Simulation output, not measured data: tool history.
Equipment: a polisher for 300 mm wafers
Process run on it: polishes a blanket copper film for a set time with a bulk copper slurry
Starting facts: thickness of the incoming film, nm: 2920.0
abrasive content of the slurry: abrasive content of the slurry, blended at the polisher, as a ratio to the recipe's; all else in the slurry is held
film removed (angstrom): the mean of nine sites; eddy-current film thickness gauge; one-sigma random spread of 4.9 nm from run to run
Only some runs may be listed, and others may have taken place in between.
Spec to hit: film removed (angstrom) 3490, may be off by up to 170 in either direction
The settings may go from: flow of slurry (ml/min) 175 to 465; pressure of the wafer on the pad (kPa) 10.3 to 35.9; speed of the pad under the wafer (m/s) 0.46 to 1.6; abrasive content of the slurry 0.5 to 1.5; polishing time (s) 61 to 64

run  hour  flow of slurry (ml/min)  pressure of the wafer on the pad (kPa)  speed of the pad under the wafer (m/s)  abrasive content of the slurry  polishing time (s)  film removed (angstrom)
  1     0                      295                                    22.8                                    1.02                               1                  61                   7895.1
  2   8.8                      265                                    22.8                                    1.02                               1                  61                   7914.6
  3  14.3                      265                                    21.4                                    0.98                               1                  61                   7083.5
  4  17.7                      265                                      20                                    0.96                               1                  61                   6638.7
  5  25.4                      265                                      20                                    0.74                               1                  61                   5268.7
  6  26.7                      265                                      20                                    0.74                             1.2                  61                   5342.4
  7  34.8                      265                                    18.6                                    0.74                             1.2                  61                   5094.6
  8  37.1                      265                                    17.2                                    0.74                             1.2                  61                   4688.7
  9  39.2                      265                                    16.5                                    0.74                             1.2                  61                   4489.8
 10  44.2                      265                                    15.9                                    0.74                             1.2                  61                   4352.1
 11  47.4                      265                                    15.2                                    0.74                             1.2                  61                   4047.7
 12  53.7                      265                                    13.8                                    0.74                             1.2                  61                   3772.3

Pick the move, out of 4, that brings all results within their allowed miss; only one does.
  A    60                      310                                    13.1                                     0.8                             1.1                  61                        ?
  B    60                      185                                    14.5                                    0.72                            1.25                  61                        ?
  C    60                      270                                    16.5                                    0.66                             1.1                  62                        ?
  D    60                      295                                    13.8                                    0.66                             1.3                  62                        ?

move  film removed (angstrom)
   A                   3831.4
   B                   3709.6
   C                   3992.3
   D                   3542.6
A: its largest miss is bigger than the last run's
B: better than the last run, though not everything is in spec
C: its largest miss is bigger than the last run's
D: in spec on every target
The move that meets every target is D.
